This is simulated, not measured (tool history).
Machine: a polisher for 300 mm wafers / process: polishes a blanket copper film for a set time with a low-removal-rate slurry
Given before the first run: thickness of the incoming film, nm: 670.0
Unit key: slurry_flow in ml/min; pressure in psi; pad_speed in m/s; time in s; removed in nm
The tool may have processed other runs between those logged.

run 1 hour=0.0 | slurry_flow=175 pressure=2.6 pad_speed=1.26 slurry_solids=1.0 time=100 | removed=376.15
run 2 hour=5.6 | slurry_flow=175 pressure=2.2 pad_speed=1.24 slurry_solids=1.0 time=100 | removed=317.94
run 3 hour=7.0 | slurry_flow=175 pressure=1.9 pad_speed=1.22 slurry_solids=1.0 time=100 | removed=273.08
run 4 hour=15.1 | slurry_flow=145 pressure=1.9 pad_speed=1.22 slurry_solids=1.0 time=100 | removed=260.97
run 5 hour=20.5 | slurry_flow=140 pressure=1.7 pad_speed=1.22 slurry_solids=1.0 time=100 | removed=235.81
run 6 hour=27.6 | slurry_flow=140 pressure=1.7 pad_speed=1.22 slurry_solids=0.8 time=100 | removed=222.83

Expected results for the next run?
run 7 hour=29.4 | slurry_flow=135 pressure=1.4 pad_speed=1.22 slurry_solids=0.8 time=100 | removed=?

Run 7 measured removed 182.07 nm.
